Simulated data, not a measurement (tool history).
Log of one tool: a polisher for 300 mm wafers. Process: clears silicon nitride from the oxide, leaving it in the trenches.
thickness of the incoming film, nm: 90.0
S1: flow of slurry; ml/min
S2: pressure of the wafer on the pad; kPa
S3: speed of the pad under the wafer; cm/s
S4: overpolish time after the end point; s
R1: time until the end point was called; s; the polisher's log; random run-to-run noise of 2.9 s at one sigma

run 1 hour=0.0 | S1=125 S2=14.5 S3=114 S4=52 | R1=105.81
run 2 hour=4.6 | S1=125 S2=13.1 S3=112 S4=52 | R1=114.21
run 3 hour=10.4 | S1=125 S2=11.7 S3=110 S4=52 | R1=132.26
run 4 hour=15.9 | S1=125 S2=11.7 S3=124 S4=52 | R1=114.97
run 5 hour=20.4 | S1=125 S2=11.7 S3=102 S4=52 | R1=148.89
run 6 hour=28.4 | S1=125 S2=14.5 S3=102 S4=52 | R1=118.10

Predict the results of run 7:
run 7 hour=30.7 | S1=125 S2=13.8 S3=102 S4=52 | R1=?

{"run 7": {"R1": 125.2}}
